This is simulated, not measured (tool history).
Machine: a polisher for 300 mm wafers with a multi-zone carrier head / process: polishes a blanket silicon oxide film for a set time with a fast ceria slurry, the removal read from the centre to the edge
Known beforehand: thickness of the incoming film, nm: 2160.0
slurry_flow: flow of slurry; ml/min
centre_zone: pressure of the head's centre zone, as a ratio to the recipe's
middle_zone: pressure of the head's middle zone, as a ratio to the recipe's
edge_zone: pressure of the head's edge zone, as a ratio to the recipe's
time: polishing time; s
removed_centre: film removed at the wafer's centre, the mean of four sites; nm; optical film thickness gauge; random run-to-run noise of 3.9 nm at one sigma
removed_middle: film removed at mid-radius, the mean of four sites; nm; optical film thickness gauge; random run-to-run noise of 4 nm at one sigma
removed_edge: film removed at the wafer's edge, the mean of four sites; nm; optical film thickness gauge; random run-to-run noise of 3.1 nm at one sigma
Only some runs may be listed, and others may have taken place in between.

{"run": 1, "day": 0.0, "slurry_flow": 290, "centre_zone": 1.0, "middle_zone": 1.0, "edge_zone": 1.0, "time": 45, "removed_centre": 433.44, "removed_middle": 424.08, "removed_edge": 415.87}
{"run": 2, "day": 0.321, "slurry_flow": 290, "centre_zone": 1.0, "middle_zone": 1.0, "edge_zone": 0.92, "time": 45, "removed_centre": 434.16, "removed_middle": 425.93, "removed_edge": 395.56}
{"run": 3, "day": 0.688, "slurry_flow": 285, "centre_zone": 1.0, "middle_zone": 1.0, "edge_zone": 0.9, "time": 45, "removed_centre": 427.71, "removed_middle": 425.9, "removed_edge": 391.01}
{"run": 4, "day": 0.758, "slurry_flow": 285, "centre_zone": 1.04, "middle_zone": 1.0, "edge_zone": 0.9, "time": 45, "removed_centre": 445.73, "removed_middle": 423.85, "removed_edge": 392.13}
{"run": 5, "day": 0.929, "slurry_flow": 285, "centre_zone": 1.04, "middle_zone": 0.93, "edge_zone": 0.9, "time": 45, "removed_centre": 449.25, "removed_middle": 395.91, "removed_edge": 397.07}
{"run": 6, "day": 1.1, "slurry_flow": 280, "centre_zone": 1.03, "middle_zone": 0.95, "edge_zone": 0.88, "time": 45, "removed_centre": 441.55, "removed_middle": 412.4, "removed_edge": 392.51}

Forecast run 7:
{"run": 7, "day": 1.167, "slurry_flow": 280, "centre_zone": 1.03, "middle_zone": 0.95, "edge_zone": 0.88, "time": 45, "removed_centre": "?", "removed_middle": "?", "removed_edge": "?"}

Run 7 produced removed_centre 434.45 nm, removed_middle 403.70 nm, removed_edge 391.92 nm.
